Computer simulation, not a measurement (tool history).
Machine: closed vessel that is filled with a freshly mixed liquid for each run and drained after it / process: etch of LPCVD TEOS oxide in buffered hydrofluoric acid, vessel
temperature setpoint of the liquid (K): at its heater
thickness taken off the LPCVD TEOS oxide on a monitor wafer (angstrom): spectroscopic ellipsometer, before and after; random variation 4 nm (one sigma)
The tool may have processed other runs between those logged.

run  hour  temperature setpoint of the liquid (K)  parts of 40 % ammonium fluoride to one part of 49 % hydrofluoric acid (parts by volume)  time in the liquid (s)  thickness taken off the LPCVD TEOS oxide on a monitor wafer (angstrom)
  1   0.0                                  296.15                                                                                     10.5                      90                                                                  3007.7
  2   2.1                                  296.15                                                                                     13.0                      90                                                                  2432.2
  3   5.8                                  298.65                                                                                     13.0                      90                                                                  2733.3
  4   8.2                                  301.65                                                                                     13.0                      90                                                                  3297.6
  5  17.2                                  301.65                                                                                     11.5                      90                                                                  3701.7
  6  24.0                                  301.65                                                                                     11.5                      95                                                                  3911.6

What does the tool deliver on the next run?
  7  26.3                                  302.15                                                                                     11.0                      95                                                                       ?

thickness taken off the LPCVD TEOS oxide on a monitor wafer (angstrom): 4154.4
